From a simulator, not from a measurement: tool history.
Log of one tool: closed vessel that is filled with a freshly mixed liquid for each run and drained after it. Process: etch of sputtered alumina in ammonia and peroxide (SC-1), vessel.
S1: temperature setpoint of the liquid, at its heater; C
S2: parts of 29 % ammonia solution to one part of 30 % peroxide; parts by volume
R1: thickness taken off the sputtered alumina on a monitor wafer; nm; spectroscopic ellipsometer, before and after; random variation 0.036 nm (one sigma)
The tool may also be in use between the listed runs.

run 1 hour=0.0 | S1=54.0 S2=0.9 time_in_the_liquid_(s)=160 | R1=8.4649
run 2 hour=3.4 | S1=53.0 S2=0.9 time_in_the_liquid_(s)=160 | R1=8.1285
run 3 hour=10.7 | S1=47.5 S2=0.9 time_in_the_liquid_(s)=160 | R1=5.9368
run 4 hour=11.9 | S1=41.0 S2=0.9 time_in_the_liquid_(s)=160 | R1=4.0924
run 5 hour=17.1 | S1=41.5 S2=0.9 time_in_the_liquid_(s)=160 | R1=4.2190
run 6 hour=20.4 | S1=41.5 S2=1.2 time_in_the_liquid_(s)=160 | R1=4.3625
run 7 hour=21.5 | S1=42.0 S2=1.2 time_in_the_liquid_(s)=160 | R1=4.5055
run 8 hour=30.7 | S1=42.5 S2=1.2 time_in_the_liquid_(s)=160 | R1=4.6202

Forecast run 9:
run 9 hour=39.3 | S1=43.0 S2=1.2 time_in_the_liquid_(s)=160 | R1=?

R1: 4.7084 nm

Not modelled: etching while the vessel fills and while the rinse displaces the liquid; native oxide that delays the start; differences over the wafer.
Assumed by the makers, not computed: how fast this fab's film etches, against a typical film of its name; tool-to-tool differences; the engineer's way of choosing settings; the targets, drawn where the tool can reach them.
